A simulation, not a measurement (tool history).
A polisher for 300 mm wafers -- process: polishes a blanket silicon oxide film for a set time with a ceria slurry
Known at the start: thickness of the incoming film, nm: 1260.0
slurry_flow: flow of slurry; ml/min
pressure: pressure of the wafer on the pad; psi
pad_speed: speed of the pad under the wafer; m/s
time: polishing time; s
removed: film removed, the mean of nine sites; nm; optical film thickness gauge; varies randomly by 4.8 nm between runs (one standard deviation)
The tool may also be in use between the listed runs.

| run | hour | slurry_flow | pressure | pad_speed | time | removed |
|---|---|---|---|---|---|---|
| 1 | 0.0 | 180 | 3.8 | 1.14 | 52 | 316.36 |
| 2 | 7.5 | 205 | 3.8 | 1.14 | 52 | 323.76 |
| 3 | 11.4 | 205 | 3.8 | 1.14 | 47 | 291.09 |
| 4 | 15.3 | 205 | 3.8 | 1.14 | 47 | 286.95 |
| 5 | 23.7 | 205 | 4.2 | 1.14 | 47 | 308.92 |
| 6 | 31.8 | 205 | 4.2 | 1.14 | 52 | 348.20 |

Run 7 has not been measured yet. What should we expect?
|  | 35.9 | slurry nozzle cleaned |
| 7 | 35.9 | 205 | 4.5 | 1.14 | 52 | ? |

{"run 7": {"removed": 369.31}}
